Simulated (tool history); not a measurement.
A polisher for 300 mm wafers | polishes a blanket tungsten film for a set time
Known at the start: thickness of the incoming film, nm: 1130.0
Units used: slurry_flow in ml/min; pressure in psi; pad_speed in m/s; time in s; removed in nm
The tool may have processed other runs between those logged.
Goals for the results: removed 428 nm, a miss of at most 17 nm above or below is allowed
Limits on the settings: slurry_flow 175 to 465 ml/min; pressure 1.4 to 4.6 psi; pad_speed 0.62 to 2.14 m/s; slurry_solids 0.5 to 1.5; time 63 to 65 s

run  hour  slurry_flow  pressure  pad_speed  slurry_solids  time  removed
  1     0          295         3       1.38              1    63   325.93
  2   2.2          295         3       1.38           1.15    63   337.29
  3   9.9          295       3.1       1.38           1.15    63   346.29
  4    12          295       3.2       1.38           1.15    63   357.72
  5  18.3          295       3.2       1.38           1.15    63    361.4
  6  25.7          295       3.3       1.38           1.15    63   376.27
  7  27.5          295       3.4       1.38           1.15    63   386.08
  8  34.4          295       3.5       1.38           1.15    63   386.94
  9  36.7          295       3.6       1.38           1.15    63   399.36

Which single option among these 4 for the next run brings every result within its allowed miss of target? Just one does.
  A    39          295       2.9       1.84           1.45    65        ?
  B    39          175       3.8       1.28            1.5    65        ?
  C    39          335       3.2       1.54            1.1    63        ?
  D    39          280         3       1.54           1.25    63        ?

move  removed
   A   469.59
   B   417.23
   C   393.32
   D   378.29
A: pushes the last run's worst result past its target
B: all results in spec
C: its largest miss is bigger than the last run's
D: its largest miss is bigger than the last run's
The right move is B.
